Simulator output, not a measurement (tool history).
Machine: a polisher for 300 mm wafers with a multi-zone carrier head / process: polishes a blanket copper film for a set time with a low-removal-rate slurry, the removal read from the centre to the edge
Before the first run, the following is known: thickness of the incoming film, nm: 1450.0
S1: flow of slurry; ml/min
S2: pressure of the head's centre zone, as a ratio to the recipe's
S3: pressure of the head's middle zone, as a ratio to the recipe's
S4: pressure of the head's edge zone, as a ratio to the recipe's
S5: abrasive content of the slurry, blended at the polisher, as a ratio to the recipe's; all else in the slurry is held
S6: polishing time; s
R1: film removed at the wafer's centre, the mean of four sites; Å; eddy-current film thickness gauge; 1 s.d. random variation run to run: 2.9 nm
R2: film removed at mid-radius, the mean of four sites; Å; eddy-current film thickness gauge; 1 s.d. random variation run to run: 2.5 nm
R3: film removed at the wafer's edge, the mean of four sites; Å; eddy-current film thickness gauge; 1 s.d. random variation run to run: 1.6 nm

run,hour,S1,S2,S3,S4,S5,S6,R1,R2,R3
1,0,130,1,1,1,1,51,1924.2,1743.5,1814.5
2,5.3,130,1,1.01,0.99,1,51,1888.3,1785.7,1809.8
3,6,130,1,1.01,0.99,1,39,1401.5,1379.4,1366.5
4,7.3,130,1,1.01,0.99,1,32,1195.8,1125.8,1113
5,15.1,130,1,1.09,0.99,1,32,1170.9,1204.9,1145.5
6,23.7,110,1,1.09,0.99,1,32,1112.4,1151.7,1110.8
7,30.6,120,1.02,1.1,1.01,1.1,33,1236.3,1284,1207.7

For run 8, what comes out?
8,37.1,125,1.03,1.09,1.03,1.15,34,?,?,?

Logged for run 8: R1 1301.3 Å, R2 1296.9 Å, R3 1272.2 Å.

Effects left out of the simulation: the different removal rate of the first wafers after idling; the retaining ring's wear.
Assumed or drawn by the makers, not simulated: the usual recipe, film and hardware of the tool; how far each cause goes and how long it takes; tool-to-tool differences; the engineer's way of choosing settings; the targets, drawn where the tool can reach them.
